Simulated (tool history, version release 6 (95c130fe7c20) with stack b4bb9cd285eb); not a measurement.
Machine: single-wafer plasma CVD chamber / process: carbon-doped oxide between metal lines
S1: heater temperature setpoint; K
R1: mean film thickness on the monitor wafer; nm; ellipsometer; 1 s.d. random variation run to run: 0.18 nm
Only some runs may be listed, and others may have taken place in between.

{"run": 1, "day": 0.0, "S1": 648.15, "chamber pressure (Pa)": 653, "RF power (kW)": 0.56, "deposition time (s)": 6.81, "R1": 35.45}
{"run": 2, "day": 0.146, "S1": 648.15, "chamber pressure (Pa)": 640, "RF power (kW)": 0.54, "deposition time (s)": 6.78, "R1": 34.434}
{"run": 3, "day": 0.417, "S1": 648.15, "chamber pressure (Pa)": 751, "RF power (kW)": 0.54, "deposition time (s)": 6.78, "R1": 34.707}
{"run": 4, "day": 0.708, "S1": 648.15, "chamber pressure (Pa)": 749, "RF power (kW)": 0.525, "deposition time (s)": 6.75, "R1": 34.086}
{"run": 5, "day": 0.842, "S1": 642.15, "chamber pressure (Pa)": 749, "RF power (kW)": 0.525, "deposition time (s)": 6.75, "R1": 34.688}
{"day": 1.15, "done": "RF generator calibrated"}
{"run": 6, "day": 1.15, "S1": 643.15, "chamber pressure (Pa)": 744, "RF power (kW)": 0.51, "deposition time (s)": 6.73, "R1": 34.866}
{"run": 7, "day": 1.196, "S1": 645.15, "chamber pressure (Pa)": 707, "RF power (kW)": 0.42, "deposition time (s)": 6.46, "R1": 27.53}

What will run 8 give?
{"run": 8, "day": 1.504, "S1": 642.15, "chamber pressure (Pa)": 733, "RF power (kW)": 0.43, "deposition time (s)": 6.47, "R1": "?"}

{"run 8": {"R1": 28.641}}

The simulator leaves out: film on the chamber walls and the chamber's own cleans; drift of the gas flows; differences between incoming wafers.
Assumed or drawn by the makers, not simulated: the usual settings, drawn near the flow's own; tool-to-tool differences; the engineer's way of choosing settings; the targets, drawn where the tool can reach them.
